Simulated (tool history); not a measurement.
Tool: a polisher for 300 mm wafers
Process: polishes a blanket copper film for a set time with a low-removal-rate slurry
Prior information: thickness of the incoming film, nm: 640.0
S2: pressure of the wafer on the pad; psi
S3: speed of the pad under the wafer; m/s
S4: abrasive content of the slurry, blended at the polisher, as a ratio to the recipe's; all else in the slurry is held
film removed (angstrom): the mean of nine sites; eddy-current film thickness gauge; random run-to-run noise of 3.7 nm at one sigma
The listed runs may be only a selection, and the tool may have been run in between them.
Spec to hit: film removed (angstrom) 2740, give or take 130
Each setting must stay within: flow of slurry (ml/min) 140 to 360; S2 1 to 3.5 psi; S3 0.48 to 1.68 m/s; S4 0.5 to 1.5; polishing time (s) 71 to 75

run 1 day=0 | flow_of_slurry_(ml/min)=230 S2=2.2 S3=1.08 S4=1 polishing_time_(s)=71 | film_removed_(angstrom)=1887.2
run 2 day=0.046 | flow_of_slurry_(ml/min)=265 S2=2.2 S3=1.08 S4=1 polishing_time_(s)=71 | film_removed_(angstrom)=1901.4
run 3 day=0.075 | flow_of_slurry_(ml/min)=265 S2=2.2 S3=1.34 S4=1 polishing_time_(s)=71 | film_removed_(angstrom)=2325.9
run 4 day=0.229 | flow_of_slurry_(ml/min)=265 S2=2.2 S3=1.34 S4=1 polishing_time_(s)=71 | film_removed_(angstrom)=2368
run 5 day=0.45 | flow_of_slurry_(ml/min)=265 S2=2.4 S3=1.34 S4=1 polishing_time_(s)=71 | film_removed_(angstrom)=2551.1
run 6 day=0.738 | flow_of_slurry_(ml/min)=265 S2=2.4 S3=1.14 S4=1 polishing_time_(s)=71 | film_removed_(angstrom)=2194.3
run 7 day=1.017 | flow_of_slurry_(ml/min)=265 S2=2.5 S3=1.14 S4=1 polishing_time_(s)=71 | film_removed_(angstrom)=2251.8
run 8 day=1.25 | flow_of_slurry_(ml/min)=265 S2=2.6 S3=1.14 S4=1 polishing_time_(s)=71 | film_removed_(angstrom)=2408.7

4 candidate next runs follow, results not yet known. Just one meets every target within its allowed miss. Identify it.
run A day=1.483 | flow_of_slurry_(ml/min)=280 S2=2.8 S3=1.06 S4=0.9 polishing_time_(s)=75 | film_removed_(angstrom)=?
run B day=1.483 | flow_of_slurry_(ml/min)=205 S2=2.5 S3=1.14 S4=1.1 polishing_time_(s)=75 | film_removed_(angstrom)=?
run C day=1.483 | flow_of_slurry_(ml/min)=280 S2=3.3 S3=0.96 S4=1 polishing_time_(s)=75 | film_removed_(angstrom)=?
run D day=1.483 | flow_of_slurry_(ml/min)=280 S2=2.6 S3=1.16 S4=0.95 polishing_time_(s)=71 | film_removed_(angstrom)=?

move=A film_removed_(angstrom)=2504
move=B film_removed_(angstrom)=2411.2
move=C film_removed_(angstrom)=2717.2
move=D film_removed_(angstrom)=2427.7
A: gains on the last run, yet a result remains outside its allowed miss
B: no better and no worse than the last run
C: all results land within tolerance of their targets
D: gains on the last run, yet a result remains outside its allowed miss
So the answer is move C, the one that meets all the targets.
